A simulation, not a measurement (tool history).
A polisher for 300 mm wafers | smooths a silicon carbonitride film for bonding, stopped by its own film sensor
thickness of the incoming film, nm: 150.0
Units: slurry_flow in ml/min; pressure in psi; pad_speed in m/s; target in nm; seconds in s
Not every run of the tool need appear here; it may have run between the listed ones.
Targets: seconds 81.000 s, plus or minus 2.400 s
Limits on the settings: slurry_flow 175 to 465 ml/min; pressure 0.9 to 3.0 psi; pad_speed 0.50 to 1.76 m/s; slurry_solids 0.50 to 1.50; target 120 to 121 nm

Run 1, hour 0.0: slurry_flow 295 ml/min, pressure 1.9 psi, pad_speed 1.12 m/s, slurry_solids 1.00, target 121 nm. Result: seconds 134.240 s.
Run 2, hour 2.2: slurry_flow 295 ml/min, pressure 1.9 psi, pad_speed 1.12 m/s, slurry_solids 1.00, target 120 nm. Result: seconds 139.140 s.
Run 3, hour 5.3: slurry_flow 295 ml/min, pressure 2.4 psi, pad_speed 1.12 m/s, slurry_solids 1.00, target 120 nm. Result: seconds 114.320 s.
Run 4, hour 10.1: slurry_flow 325 ml/min, pressure 2.4 psi, pad_speed 1.12 m/s, slurry_solids 1.00, target 120 nm. Result: seconds 111.040 s.
Run 5, hour 14.4: slurry_flow 335 ml/min, pressure 2.5 psi, pad_speed 1.12 m/s, slurry_solids 1.00, target 120 nm. Result: seconds 108.810 s.
Run 6, hour 17.0: slurry_flow 335 ml/min, pressure 2.6 psi, pad_speed 1.14 m/s, slurry_solids 1.00, target 120 nm. Result: seconds 104.380 s.
Run 7, hour 17.7: slurry_flow 335 ml/min, pressure 2.7 psi, pad_speed 1.16 m/s, slurry_solids 1.00, target 120 nm. Result: seconds 97.928 s.
Run 8, hour 26.2: slurry_flow 335 ml/min, pressure 2.7 psi, pad_speed 1.16 m/s, slurry_solids 1.00, target 120 nm. Result: seconds 98.767 s.
Run 9, hour 34.3: slurry_flow 335 ml/min, pressure 2.7 psi, pad_speed 1.18 m/s, slurry_solids 1.00, target 120 nm. Result: seconds 97.029 s.
Run 10, hour 38.8: slurry_flow 335 ml/min, pressure 2.7 psi, pad_speed 1.20 m/s, slurry_solids 1.00, target 120 nm. Result: seconds 96.162 s.
Run 11, hour 44.7: slurry_flow 335 ml/min, pressure 2.7 psi, pad_speed 1.22 m/s, slurry_solids 1.00, target 120 nm. Result: seconds 93.783 s.
Run 12, hour 49.4: slurry_flow 340 ml/min, pressure 3.0 psi, pad_speed 1.22 m/s, slurry_solids 1.00, target 120 nm. Result: seconds 85.083 s.

Exercise: of the 4 proposed moves below, exactly one satisfies all targets within the stated allowed misses. Which move is it?
Run A, hour 54.1: slurry_flow 320 ml/min, pressure 2.9 psi, pad_speed 1.24 m/s, slurry_solids 1.05, target 120 nm. Result: seconds ?.
Run B, hour 54.1: slurry_flow 255 ml/min, pressure 2.4 psi, pad_speed 1.38 m/s, slurry_solids 1.20, target 121 nm. Result: seconds ?.
Run C, hour 54.1: slurry_flow 295 ml/min, pressure 3.0 psi, pad_speed 1.20 m/s, slurry_solids 1.10, target 121 nm. Result: seconds ?.
Run D, hour 54.1: slurry_flow 360 ml/min, pressure 3.0 psi, pad_speed 1.36 m/s, slurry_solids 1.05, target 120 nm. Result: seconds ?.

move  seconds
   A   85.148
   B   87.136
   C   81.038
   D   76.008
A: about as far from the targets as the last run
B: its largest miss is bigger than the last run's
C: each result inside its tolerance
D: the result that was furthest off in the last run now lies on the other side of its target
The right move is C.
